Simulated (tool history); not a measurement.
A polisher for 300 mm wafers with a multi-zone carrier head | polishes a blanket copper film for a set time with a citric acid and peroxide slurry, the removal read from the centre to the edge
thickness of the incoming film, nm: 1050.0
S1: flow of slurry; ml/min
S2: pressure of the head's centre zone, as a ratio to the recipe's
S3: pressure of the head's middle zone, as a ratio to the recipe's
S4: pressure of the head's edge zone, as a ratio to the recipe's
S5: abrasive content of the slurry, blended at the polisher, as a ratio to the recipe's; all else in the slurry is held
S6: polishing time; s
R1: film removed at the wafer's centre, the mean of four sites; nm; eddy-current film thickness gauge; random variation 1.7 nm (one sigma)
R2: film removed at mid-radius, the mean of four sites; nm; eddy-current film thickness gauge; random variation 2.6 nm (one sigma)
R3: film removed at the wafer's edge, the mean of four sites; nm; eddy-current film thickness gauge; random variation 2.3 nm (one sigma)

{"run": 1, "hour": 0.0, "S1": 125, "S2": 1, "S3": 1, "S4": 1, "S5": 1, "S6": 84, "R1": 292.77, "R2": 284.68, "R3": 301.51}
{"run": 2, "hour": 1.9, "S1": 125, "S2": 0.92, "S3": 1, "S4": 1, "S5": 1, "S6": 84, "R1": 270.03, "R2": 288.26, "R3": 297.13}
{"run": 3, "hour": 2.5, "S1": 120, "S2": 0.91, "S3": 0.99, "S4": 0.98, "S5": 0.95, "S6": 80, "R1": 248.76, "R2": 279.42, "R3": 269.34}
{"run": 4, "hour": 8.9, "S1": 115, "S2": 0.91, "S3": 0.97, "S4": 0.99, "S5": 0.9, "S6": 76, "R1": 234.46, "R2": 244.78, "R3": 259.92}
{"run": 5, "hour": 11.8, "S1": 110, "S2": 0.9, "S3": 0.96, "S4": 0.97, "S5": 0.85, "S6": 74, "R1": 221.84, "R2": 238.75, "R3": 247.11}
{"run": 6, "hour": 17.1, "S1": 110, "S2": 0.9, "S3": 0.95, "S4": 0.96, "S5": 0.8, "S6": 72, "R1": 212.54, "R2": 232.02, "R3": 235.95}
{"run": 7, "hour": 22.4, "S1": 110, "S2": 0.9, "S3": 0.95, "S4": 0.96, "S5": 0.8, "S6": 72, "R1": 211.44, "R2": 231.18, "R3": 231.91}

Run 8 comes next. What will it give?
{"run": 8, "hour": 26.7, "S1": 90, "S2": 0.86, "S3": 0.89, "S4": 0.86, "S5": 0.55, "S6": 59, "R1": "?", "R2": "?", "R3": "?"}

{"run 8": {"R1": 143.28, "R2": 156.42, "R3": 164.16}}
